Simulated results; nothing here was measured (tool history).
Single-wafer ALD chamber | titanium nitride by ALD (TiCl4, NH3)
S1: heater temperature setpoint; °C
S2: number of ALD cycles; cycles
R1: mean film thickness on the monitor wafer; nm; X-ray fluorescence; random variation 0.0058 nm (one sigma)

Run 1, hour 0: S1 390 °C, S2 121 cycles, NH3 pulse time (s) 2.38. Result: R1 2.5029 nm.
Run 2, hour 1.2: S1 383 °C, S2 121 cycles, NH3 pulse time (s) 2.38. Result: R1 2.4892 nm.
Run 3, hour 5.9: S1 378 °C, S2 121 cycles, NH3 pulse time (s) 2.38. Result: R1 2.4733 nm.
Run 4, hour 14.3: S1 378 °C, S2 121 cycles, NH3 pulse time (s) 2.87. Result: R1 2.5195 nm.
Run 5, hour 19.1: S1 375 °C, S2 121 cycles, NH3 pulse time (s) 2.33. Result: R1 2.4592 nm.
Run 6, hour 26.6: S1 375 °C, S2 121 cycles, NH3 pulse time (s) 2.02. Result: R1 2.409 nm.

The next listed run, before its measurement:
Run 7, hour 28.9: S1 373 °C, S2 121 cycles, NH3 pulse time (s) 1.71. Result: R1 ?.

{"run 7": {"R1": 2.3575}}
